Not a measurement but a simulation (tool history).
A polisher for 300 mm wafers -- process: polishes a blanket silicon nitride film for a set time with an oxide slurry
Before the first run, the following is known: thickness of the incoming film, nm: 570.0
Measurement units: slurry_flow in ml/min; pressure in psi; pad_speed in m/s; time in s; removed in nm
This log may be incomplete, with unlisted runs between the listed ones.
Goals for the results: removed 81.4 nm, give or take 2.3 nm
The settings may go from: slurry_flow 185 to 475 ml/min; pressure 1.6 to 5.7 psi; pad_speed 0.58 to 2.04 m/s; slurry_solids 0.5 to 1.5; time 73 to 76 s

run,hour,slurry_flow,pressure,pad_speed,slurry_solids,time,removed
1,0,305,3.6,1.3,1,73,57.642
2,3.6,305,3.7,1.3,1,73,59.035
3,9.8,305,3.8,1.3,1,73,60.459
4,11.2,305,3.4,1.3,1,73,55.258
5,18.7,305,3.4,1.04,1,73,48.736
6,27,270,3.4,1.04,1,73,47.932
7,30.1,270,3.4,1.04,1,73,48.352
8,34.7,270,3.6,1.04,1,73,49.598
9,37.8,275,3.8,1.04,1,73,52.859
10,38.4,275,4,1.04,1,73,54.681
11,46.2,275,4.2,1.04,1,73,56.643
12,51.6,275,4.4,1.06,1,73,60.934
13,55.1,275,4.5,1.06,1,73,60.894
14,64,280,5.5,1.08,1,73,74.728
15,67.3,280,5.6,1.14,1,73,77.136

Below are 5 possible settings for the next run. Only one of them brings all results inside the allowed miss of their targets. Which is it?
A,70.6,320,5.6,0.88,1.2,73,?
B,70.6,275,5.4,1.06,1.05,74,?
C,70.6,270,5.1,0.96,1.25,74,?
D,70.6,315,4.9,1.28,0.9,75,?
E,70.6,330,5.5,1.18,1.05,74,?

move,removed
A,72.392
B,73.891
C,70.636
D,73.543
E,81.211
A: moves away from the targets compared with the last run
B: moves away from the targets compared with the last run
C: moves away from the targets compared with the last run
D: moves away from the targets compared with the last run
E: every result within its allowed miss
Move E is the one to make.

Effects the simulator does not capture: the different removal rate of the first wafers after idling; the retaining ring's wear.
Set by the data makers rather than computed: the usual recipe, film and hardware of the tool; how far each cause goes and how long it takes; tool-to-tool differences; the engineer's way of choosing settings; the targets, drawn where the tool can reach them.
